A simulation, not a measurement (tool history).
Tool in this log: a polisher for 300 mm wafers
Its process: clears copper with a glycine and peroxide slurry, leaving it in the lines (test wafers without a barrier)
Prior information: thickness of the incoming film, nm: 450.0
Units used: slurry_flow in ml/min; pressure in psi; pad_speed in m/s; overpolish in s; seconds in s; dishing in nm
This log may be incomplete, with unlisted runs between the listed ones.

{"run": 1, "hour": 0.0, "slurry_flow": 185, "pressure": 3.0, "pad_speed": 1.0, "overpolish": 25, "seconds": 91.25, "dishing": 82.025}
{"run": 2, "hour": 6.6, "slurry_flow": 195, "pressure": 3.3, "pad_speed": 1.0, "overpolish": 20, "seconds": 83.641, "dishing": 72.003}
{"run": 3, "hour": 11.3, "slurry_flow": 195, "pressure": 3.3, "pad_speed": 1.0, "overpolish": 25, "seconds": 84.927, "dishing": 85.896}
{"run": 4, "hour": 12.1, "slurry_flow": 195, "pressure": 3.5, "pad_speed": 1.0, "overpolish": 20, "seconds": 81.542, "dishing": 74.63}
{"run": 5, "hour": 12.8, "slurry_flow": 175, "pressure": 3.5, "pad_speed": 1.0, "overpolish": 20, "seconds": 82.853, "dishing": 72.433}
{"run": 6, "hour": 14.9, "slurry_flow": 175, "pressure": 3.5, "pad_speed": 1.0, "overpolish": 10, "seconds": 83.233, "dishing": 42.35}
{"run": 7, "hour": 17.0, "slurry_flow": 195, "pressure": 3.7, "pad_speed": 1.0, "overpolish": 11, "seconds": 78.433, "dishing": 47.881}

What will run 8 give?
{"run": 8, "hour": 19.0, "slurry_flow": 210, "pressure": 4.2, "pad_speed": 1.0, "overpolish": 16, "seconds": "?", "dishing": "?"}

Run 8 came out at seconds 70.107 s, dishing 71.542 nm.
